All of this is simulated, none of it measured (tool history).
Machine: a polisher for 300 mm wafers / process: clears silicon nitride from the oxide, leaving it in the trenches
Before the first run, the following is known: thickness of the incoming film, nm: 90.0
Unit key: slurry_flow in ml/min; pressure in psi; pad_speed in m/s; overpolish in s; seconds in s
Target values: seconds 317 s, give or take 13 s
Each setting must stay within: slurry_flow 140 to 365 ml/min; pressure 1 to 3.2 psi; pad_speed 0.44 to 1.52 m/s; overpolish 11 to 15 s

run  hour  slurry_flow  pressure  pad_speed  overpolish  seconds
  1     0          235       2.1       0.98          15    144.2
  2   5.2          235       2.1       0.98          15   145.43
  3  12.7          235       2.1       1.06          15   133.15
  4  15.2          235       1.6       1.06          15   174.14
  5  23.6          235       1.5       1.02          15   193.31
  6  26.2          235       1.8       1.02          15   161.74
  7  34.1          235       1.7       0.98          15   179.29
  8    42          230       1.1       0.74          15   347.91

Which one of the following 4 next-run settings gets every result inside its allowed miss? There is exactly one.
  A  49.9          190         1       0.74          11        ?
  B  49.9          230         1       0.78          15        ?
  C  49.9          200       1.6       0.58          11        ?
  D  49.9          285         1       0.72          12        ?

move  seconds
   A   393.95
   B   364.92
   C   314.22
   D   384.29
A: lands further from the targets than the last run did
B: lands further from the targets than the last run did
C: each result inside its tolerance
D: lands further from the targets than the last run did
Go with C: it meets all targets.

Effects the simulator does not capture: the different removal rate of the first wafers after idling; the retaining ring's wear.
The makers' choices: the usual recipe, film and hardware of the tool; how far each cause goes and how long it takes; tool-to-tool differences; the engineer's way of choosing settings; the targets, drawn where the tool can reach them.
